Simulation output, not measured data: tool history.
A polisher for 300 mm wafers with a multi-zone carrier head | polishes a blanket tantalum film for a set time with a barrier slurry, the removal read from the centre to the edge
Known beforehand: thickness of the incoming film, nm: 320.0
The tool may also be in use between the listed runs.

run	hour	flow of slurry (ml/min)	pressure of the head's centre zone	pressure of the head's middle zone	pressure of the head's edge zone	abrasive content of the slurry	polishing time (s)	film removed at the wafer's centre (angstrom)	film removed at mid-radius (angstrom)	film removed at the wafer's edge (angstrom)
1	0	240	1	1	1	1	74	765.39	773.69	797.38
2	4.1	240	1	1	1	1	57	586.18	611.3	613.33
3	9.3	245	1	1.01	1.01	1	57	583.46	602.88	612.69
4	12.7	245	1	1.01	0.95	1	57	582.95	597.66	604.43
5	17	245	1	1.01	0.95	1	73	749.91	789.91	755.86
6	18.9	245	1	1.01	0.9	1	73	749.87	771.13	739.49
7	24.3	240	0.98	0.99	0.89	0.9	72	697.19	752.88	719.92

Run 8, settings as shown, results not yet in. Your forecast:
8	29.7	240	0.99	0.97	0.89	0.8	70	?	?	?

film removed at the wafer's centre (angstrom): 655.3
film removed at mid-radius (angstrom): 679.98
film removed at the wafer's edge (angstrom): 687.37
